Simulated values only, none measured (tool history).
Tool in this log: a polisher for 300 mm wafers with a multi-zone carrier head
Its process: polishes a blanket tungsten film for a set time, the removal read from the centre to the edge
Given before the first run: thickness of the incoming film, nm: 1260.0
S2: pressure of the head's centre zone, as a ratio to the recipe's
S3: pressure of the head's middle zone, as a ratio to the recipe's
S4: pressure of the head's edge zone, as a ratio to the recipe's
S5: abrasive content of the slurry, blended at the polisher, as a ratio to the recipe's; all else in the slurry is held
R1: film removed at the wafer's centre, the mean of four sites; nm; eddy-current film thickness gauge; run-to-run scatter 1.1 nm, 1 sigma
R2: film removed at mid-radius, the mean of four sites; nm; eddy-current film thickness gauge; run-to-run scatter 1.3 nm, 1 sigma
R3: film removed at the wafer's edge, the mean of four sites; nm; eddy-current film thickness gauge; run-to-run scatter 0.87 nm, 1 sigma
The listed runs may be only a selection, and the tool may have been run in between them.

run 1 hour=0.0 | flow_of_slurry_(ml/min)=170 S2=1.00 S3=1.00 S4=1.00 S5=1.00 polishing_time_(s)=61 | R1=232.65 R2=258.65 R3=252.06
run 2 hour=6.1 | flow_of_slurry_(ml/min)=170 S2=1.00 S3=0.94 S4=1.00 S5=1.00 polishing_time_(s)=61 | R1=230.16 R2=244.40 R3=256.95
run 3 hour=12.3 | flow_of_slurry_(ml/min)=170 S2=1.00 S3=0.94 S4=1.00 S5=1.00 polishing_time_(s)=53 | R1=205.50 R2=207.11 R3=220.93
run 4 hour=14.8 | flow_of_slurry_(ml/min)=160 S2=0.96 S3=0.92 S4=0.96 S5=0.85 polishing_time_(s)=48 | R1=166.10 R2=179.53 R3=185.42
run 5 hour=15.6 | flow_of_slurry_(ml/min)=160 S2=0.92 S3=0.92 S4=0.96 S5=0.85 polishing_time_(s)=48 | R1=159.40 R2=179.63 R3=187.36
run 6 hour=19.0 | flow_of_slurry_(ml/min)=160 S2=0.92 S3=0.92 S4=0.96 S5=0.85 polishing_time_(s)=56 | R1=187.43 R2=210.58 R3=216.89
run 7 hour=26.1 | flow_of_slurry_(ml/min)=150 S2=0.93 S3=0.89 S4=0.95 S5=0.75 polishing_time_(s)=51 | R1=163.75 R2=179.38 R3=189.18
run 8 hour=29.6 | flow_of_slurry_(ml/min)=140 S2=0.94 S3=0.87 S4=0.94 S5=0.70 polishing_time_(s)=47 | R1=143.65 R2=154.25 R3=170.84
run 9 hour=32.9 | flow_of_slurry_(ml/min)=130 S2=1.01 S3=0.86 S4=0.84 S5=0.50 polishing_time_(s)=39 | R1=117.40 R2=113.46 R3=120.52
run 10 hour=39.2 | flow_of_slurry_(ml/min)=140 S2=0.99 S3=0.85 S4=0.86 S5=0.50 polishing_time_(s)=39 | R1=116.64 R2=115.01 R3=123.18
run 11 hour=45.9 | flow_of_slurry_(ml/min)=145 S2=0.98 S3=0.85 S4=0.88 S5=0.50 polishing_time_(s)=39 | R1=117.11 R2=116.37 R3=125.36
run 12 hour=50.4 | flow_of_slurry_(ml/min)=150 S2=0.97 S3=0.85 S4=0.90 S5=0.50 polishing_time_(s)=39 | R1=117.60 R2=115.46 R3=127.57
run 13 hour=53.7 | flow_of_slurry_(ml/min)=155 S2=0.96 S3=0.86 S4=0.91 S5=0.50 polishing_time_(s)=39 | R1=117.78 R2=120.27 R3=127.29
run 14 hour=58.7 | flow_of_slurry_(ml/min)=155 S2=0.96 S3=0.86 S4=0.93 S5=0.50 polishing_time_(s)=39 | R1=116.96 R2=119.36 R3=129.79

Run 15, settings as shown, results not yet in. Your forecast:
-- hour=66.6 centre zone pressure recalibrated
run 15 hour=66.6 | flow_of_slurry_(ml/min)=155 S2=0.96 S3=0.86 S4=0.94 S5=0.50 polishing_time_(s)=39 | R1=? R2=? R3=?

Run 15 came out at R1 129.17 nm, R2 118.93 nm, R3 129.77 nm.

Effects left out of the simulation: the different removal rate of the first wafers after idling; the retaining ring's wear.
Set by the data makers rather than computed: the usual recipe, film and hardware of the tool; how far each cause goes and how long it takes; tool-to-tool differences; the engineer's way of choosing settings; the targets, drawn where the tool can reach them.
